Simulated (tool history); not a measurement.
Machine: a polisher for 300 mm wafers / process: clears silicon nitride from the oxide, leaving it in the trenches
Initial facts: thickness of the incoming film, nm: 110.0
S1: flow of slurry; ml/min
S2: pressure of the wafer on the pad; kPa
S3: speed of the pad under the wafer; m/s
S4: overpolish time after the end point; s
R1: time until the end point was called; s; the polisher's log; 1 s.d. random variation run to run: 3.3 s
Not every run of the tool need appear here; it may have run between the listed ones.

{"run": 1, "hour": 0.0, "S1": 205, "S2": 22.8, "S3": 1.16, "S4": 7, "R1": 96.321}
{"run": 2, "hour": 6.0, "S1": 205, "S2": 17.9, "S3": 1.16, "S4": 7, "R1": 123.57}
{"run": 3, "hour": 7.4, "S1": 205, "S2": 17.2, "S3": 1.16, "S4": 7, "R1": 127.38}
{"run": 4, "hour": 12.1, "S1": 205, "S2": 17.2, "S3": 1.16, "S4": 7, "R1": 124.76}
{"run": 5, "hour": 17.8, "S1": 205, "S2": 22.8, "S3": 1.16, "S4": 7, "R1": 99.023}
{"run": 6, "hour": 20.3, "S1": 205, "S2": 21.4, "S3": 1.16, "S4": 7, "R1": 104.8}
{"run": 7, "hour": 24.7, "S1": 205, "S2": 20.0, "S3": 1.16, "S4": 7, "R1": 110.78}
{"run": 8, "hour": 31.2, "S1": 205, "S2": 19.3, "S3": 1.16, "S4": 7, "R1": 114.48}
{"run": 9, "hour": 35.4, "S1": 205, "S2": 18.6, "S3": 1.16, "S4": 7, "R1": 117.31}
{"run": 10, "hour": 42.3, "S1": 205, "S2": 17.9, "S3": 1.16, "S4": 7, "R1": 124.13}
{"run": 11, "hour": 46.7, "S1": 205, "S2": 17.2, "S3": 1.16, "S4": 7, "R1": 124.97}

What will run 12 give?
{"run": 12, "hour": 52.3, "S1": 205, "S2": 16.5, "S3": 1.16, "S4": 7, "R1": "?"}

R1: 133.900 s

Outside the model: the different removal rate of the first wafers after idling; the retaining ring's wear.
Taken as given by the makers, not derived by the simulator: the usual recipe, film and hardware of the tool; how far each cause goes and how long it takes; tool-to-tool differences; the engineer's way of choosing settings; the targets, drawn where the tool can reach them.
